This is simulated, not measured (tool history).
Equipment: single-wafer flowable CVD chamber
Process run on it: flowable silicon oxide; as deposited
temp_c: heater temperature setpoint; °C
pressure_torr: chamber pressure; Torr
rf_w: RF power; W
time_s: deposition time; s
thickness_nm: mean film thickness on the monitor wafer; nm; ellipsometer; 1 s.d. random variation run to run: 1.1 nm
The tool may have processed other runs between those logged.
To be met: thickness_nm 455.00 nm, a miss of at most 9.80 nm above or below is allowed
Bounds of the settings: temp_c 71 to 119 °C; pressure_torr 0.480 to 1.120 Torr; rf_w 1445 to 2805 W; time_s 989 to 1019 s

{"run": 1, "hour": 0.0, "temp_c": 95, "pressure_torr": 0.8, "rf_w": 2125, "time_s": 989, "thickness_nm": 794.66}
{"run": 2, "hour": 4.3, "temp_c": 95, "pressure_torr": 0.912, "rf_w": 2125, "time_s": 989, "thickness_nm": 902.66}
{"run": 3, "hour": 6.1, "temp_c": 95, "pressure_torr": 0.912, "rf_w": 2125, "time_s": 989, "thickness_nm": 904.51}
{"run": 4, "hour": 13.5, "temp_c": 95, "pressure_torr": 0.912, "rf_w": 1995, "time_s": 989, "thickness_nm": 893.88}
{"run": 5, "hour": 19.6, "temp_c": 98, "pressure_torr": 0.911, "rf_w": 1995, "time_s": 989, "thickness_nm": 795.49}
{"hour": 25.9, "done": "RF generator calibrated"}
{"run": 6, "hour": 25.9, "temp_c": 98, "pressure_torr": 0.911, "rf_w": 2200, "time_s": 989, "thickness_nm": 822.2}
{"run": 7, "hour": 27.0, "temp_c": 101, "pressure_torr": 0.91, "rf_w": 2200, "time_s": 989, "thickness_nm": 731.54}
{"run": 8, "hour": 33.0, "temp_c": 103, "pressure_torr": 0.91, "rf_w": 2200, "time_s": 989, "thickness_nm": 675.05}
{"run": 9, "hour": 33.9, "temp_c": 105, "pressure_torr": 0.91, "rf_w": 2200, "time_s": 989, "thickness_nm": 627.27}
{"run": 10, "hour": 40.1, "temp_c": 105, "pressure_torr": 0.91, "rf_w": 2200, "time_s": 989, "thickness_nm": 627.07}

Which one of the following 5 next-run settings gets every result inside its allowed miss? There is exactly one.
{"run": "A", "hour": 46.3, "temp_c": 98, "pressure_torr": 0.951, "rf_w": 2310, "time_s": 1008, "thickness_nm": "?"}
{"run": "B", "hour": 46.3, "temp_c": 112, "pressure_torr": 0.931, "rf_w": 2325, "time_s": 989, "thickness_nm": "?"}
{"run": "C", "hour": 46.3, "temp_c": 108, "pressure_torr": 0.928, "rf_w": 2110, "time_s": 989, "thickness_nm": "?"}
{"run": "D", "hour": 46.3, "temp_c": 116, "pressure_torr": 0.842, "rf_w": 1965, "time_s": 990, "thickness_nm": "?"}
{"run": "E", "hour": 46.3, "temp_c": 113, "pressure_torr": 0.87, "rf_w": 2315, "time_s": 989, "thickness_nm": "?"}

move=A thickness_nm=875.68
move=B thickness_nm=500.35
move=C thickness_nm=567.06
move=D thickness_nm=384.75
move=E thickness_nm=452.22
A: misses by more than the last run did
B: nearer the targets than the last run, but a result is still out of spec
C: nearer the targets than the last run, but a result is still out of spec
D: moves the result that the last run missed by most past its target, out the other side
E: each result inside its tolerance
Correct choice: E, which meets every target
